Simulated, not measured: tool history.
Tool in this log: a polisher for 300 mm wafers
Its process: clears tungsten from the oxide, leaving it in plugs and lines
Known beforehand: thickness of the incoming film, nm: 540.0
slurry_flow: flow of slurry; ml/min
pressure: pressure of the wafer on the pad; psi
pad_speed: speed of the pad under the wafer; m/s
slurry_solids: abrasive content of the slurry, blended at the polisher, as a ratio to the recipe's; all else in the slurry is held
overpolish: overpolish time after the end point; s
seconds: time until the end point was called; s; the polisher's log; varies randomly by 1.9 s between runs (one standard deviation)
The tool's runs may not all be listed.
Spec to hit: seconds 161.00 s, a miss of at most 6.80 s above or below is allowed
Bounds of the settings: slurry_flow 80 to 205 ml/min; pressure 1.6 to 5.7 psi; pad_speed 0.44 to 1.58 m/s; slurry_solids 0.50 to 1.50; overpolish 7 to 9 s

| run | hour | slurry_flow | pressure | pad_speed | slurry_solids | overpolish | seconds |
|---|---|---|---|---|---|---|---|
| 1 | 0.0 | 135 | 3.6 | 1.00 | 1.00 | 9 | 107.95 |
| 2 | 5.8 | 135 | 3.6 | 1.00 | 1.00 | 7 | 107.14 |
| 3 | 7.0 | 135 | 3.4 | 1.00 | 1.00 | 7 | 112.43 |
| 4 | 12.7 | 135 | 3.2 | 1.00 | 1.00 | 7 | 118.15 |
| 5 | 18.2 | 135 | 3.0 | 1.00 | 1.00 | 7 | 128.14 |
| 6 | 20.9 | 150 | 3.0 | 1.00 | 1.00 | 7 | 124.89 |
| 7 | 27.8 | 150 | 2.9 | 1.00 | 1.00 | 7 | 127.76 |
| 8 | 36.3 | 150 | 2.8 | 1.00 | 1.00 | 7 | 134.56 |
| 9 | 41.6 | 150 | 2.7 | 1.00 | 1.00 | 7 | 141.14 |

Which of these 4 next moves meets every target?
| A | 46.9 | 140 | 3.0 | 1.16 | 0.95 | 8 | ? |
| B | 46.9 | 135 | 2.2 | 0.94 | 1.00 | 7 | ? |
| C | 46.9 | 130 | 2.8 | 0.82 | 1.10 | 7 | ? |
| D | 46.9 | 145 | 2.9 | 1.02 | 0.95 | 9 | ? |

| move | seconds |
|---|---|
| A | 111.47 |
| B | 180.46 |
| C | 158.81 |
| D | 128.70 |
A: misses by more than the last run did
B: takes the result that was furthest off past its target
C: all results in spec
D: misses by more than the last run did
So the answer is move C, the one that meets all the targets.
